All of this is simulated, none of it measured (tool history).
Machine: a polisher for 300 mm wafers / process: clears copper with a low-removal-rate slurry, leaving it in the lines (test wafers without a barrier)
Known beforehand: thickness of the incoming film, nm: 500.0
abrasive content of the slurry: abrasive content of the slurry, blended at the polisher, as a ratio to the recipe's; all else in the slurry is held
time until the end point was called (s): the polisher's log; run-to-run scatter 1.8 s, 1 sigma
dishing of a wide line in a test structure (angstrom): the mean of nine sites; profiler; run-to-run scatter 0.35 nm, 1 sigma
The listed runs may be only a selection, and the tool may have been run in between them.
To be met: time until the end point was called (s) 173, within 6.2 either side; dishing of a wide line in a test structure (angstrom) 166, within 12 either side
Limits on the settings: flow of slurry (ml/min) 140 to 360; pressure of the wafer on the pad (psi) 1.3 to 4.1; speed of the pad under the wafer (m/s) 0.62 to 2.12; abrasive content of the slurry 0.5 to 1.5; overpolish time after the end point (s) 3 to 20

| run | hour | flow of slurry (ml/min) | pressure of the wafer on the pad (psi) | speed of the pad under the wafer (m/s) | abrasive content of the slurry | overpolish time after the end point (s) | time until the end point was called (s) | dishing of a wide line in a test structure (angstrom) |
|---|---|---|---|---|---|---|---|---|
| 1 | 0 | 230 | 2.7 | 1.36 | 1 | 10 | 125.64 | 267.45 |
| 2 | 5.4 | 260 | 2.7 | 1.36 | 1 | 10 | 127.02 | 264.71 |
| 3 | 6.6 | 260 | 2.7 | 1.48 | 1 | 10 | 119.08 | 290.69 |
| 4 | 15.1 | 260 | 2.7 | 1.74 | 1 | 10 | 107.52 | 295.88 |
| 5 | 19 | 260 | 2.4 | 1.74 | 1 | 10 | 121.07 | 271.85 |
| 6 | 24.6 | 260 | 2.7 | 1.74 | 1 | 10 | 106.77 | 310.37 |
| 7 | 33.2 | 260 | 2.4 | 1.74 | 1 | 10 | 119.3 | 279 |
| 8 | 40.4 | 260 | 2.1 | 1.74 | 1 | 9 | 138.42 | 226.84 |
| 9 | 42.8 | 260 | 2 | 1.74 | 1 | 9 | 147.08 | 215.83 |
| 10 | 50.5 | 260 | 1.9 | 1.74 | 1 | 9 | 150.1 | 200.02 |
| 11 | 58.2 | 250 | 1.4 | 1.74 | 1 | 9 | 202.33 | 156.65 |
| 12 | 59.6 | 260 | 1.5 | 1.74 | 1 | 9 | 185.48 | 166.38 |
| 13 | 63.8 | 270 | 1.5 | 1.74 | 1 | 9 | 189.35 | 168.84 |

Exercise: of the 4 proposed moves below, exactly one satisfies all targets within the stated allowed misses. Which move is it?
| A | 68 | 360 | 1.3 | 1.94 | 0.95 | 10 | ? | ? |
| B | 68 | 270 | 1.6 | 1.64 | 1 | 7 | ? | ? |
| C | 68 | 275 | 1.5 | 1.8 | 1.4 | 8 | ? | ? |
| D | 68 | 235 | 1.6 | 1.86 | 0.95 | 7 | ? | ? |

| move | time until the end point was called (s) | dishing of a wide line in a test structure (angstrom) |
|---|---|---|
| A | 200.51 | 176.89 |
| B | 186.26 | 137.99 |
| C | 172.67 | 166.54 |
| D | 175.51 | 145.71 |
A: moves away from the targets compared with the last run
B: nearer the targets than the last run, but a result is still out of spec
C: meets every target
D: meets the target for the result that was furthest off, but another lies outside its allowed miss
So the answer is move C, the one that meets all the targets.
